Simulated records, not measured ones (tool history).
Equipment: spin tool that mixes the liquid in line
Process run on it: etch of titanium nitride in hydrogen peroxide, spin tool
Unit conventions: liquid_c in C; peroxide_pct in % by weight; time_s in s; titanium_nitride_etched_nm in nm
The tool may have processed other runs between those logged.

run  hour  liquid_c  peroxide_pct  time_s  titanium_nitride_etched_nm
  1     0        54          23.5     290                      25.111
  2   4.1      55.5          23.5     290                      28.588
  3  12.7      50.5          23.5     290                      19.774
  4  13.3        48          23.5     290                      16.416
  5  19.1        45          23.5     290                      13.159
  6  20.4        45          23.5     315                      14.398
  7  22.6      47.5          23.5     315                      17.294
  8  26.8      49.5          23.5     315                      19.745
  9  32.5      51.5          23.5     315                      23.069
 10  35.8        53          23.5     315                      25.698
 11  37.4      54.5          23.5     315                      28.594
 12  38.2      54.5          23.5     315                      28.695
 13  41.2      55.5          23.5     315                      30.626
 14  46.4      56.5          23.5     315                       32.75
 15  53.7      57.5          23.5     315                       34.91
 16  60.1      58.5          23.5     315                      36.802

Expected results for the next run?
 17  65.9        59          23.5     315                           ?

{"run 17": {"titanium_nitride_etched_nm": 38.641}}

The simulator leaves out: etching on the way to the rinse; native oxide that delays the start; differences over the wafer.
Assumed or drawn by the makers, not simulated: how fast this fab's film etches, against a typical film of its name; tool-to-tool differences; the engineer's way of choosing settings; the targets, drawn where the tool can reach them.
